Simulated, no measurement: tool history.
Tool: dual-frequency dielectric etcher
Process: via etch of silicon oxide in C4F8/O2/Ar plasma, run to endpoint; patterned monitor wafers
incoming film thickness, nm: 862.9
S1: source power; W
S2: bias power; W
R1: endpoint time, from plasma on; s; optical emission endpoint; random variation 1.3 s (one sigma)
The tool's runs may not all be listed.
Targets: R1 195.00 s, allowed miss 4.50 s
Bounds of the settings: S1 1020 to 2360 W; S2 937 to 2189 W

run	hour	S1	S2	R1
1	0.0	1690	1563	166.66
2	0.6	1690	1292	180.19
3	6.3	1690	1573	168.26
4	7.8	1620	1556	170.71
5	13.6	1620	1771	164.37
6	21.0	1550	1744	167.70
7	29.9	1490	1721	174.94
8	38.5	1450	1716	176.36
9	39.6	1410	1710	184.42
10	44.4	1410	1710	183.00
11	46.5	1150	1636	214.17
12	50.0	1170	1638	213.78
13	58.9	1190	1640	212.49
# hour 63.3: wet clean of the chamber
14	63.3	1530	1738	177.15
15	71.6	1500	1734	178.40
16	78.1	1480	1731	181.67
17	84.4	1210	1664	215.57
18	85.9	1230	1666	211.87
19	90.5	1550	1745	174.51

Which of these 4 next moves meets every target?
A	95.1	1260	1594	?
B	95.1	1460	1505	?
C	95.1	1840	2054	?
D	95.1	1540	1671	?

move	R1
A	209.38
B	191.81
C	146.73
D	177.59
A: takes the result that was furthest off past its target
B: meets every target
C: further off than the last run
D: nearer than the last run, and not there yet
Move B is the one to make.
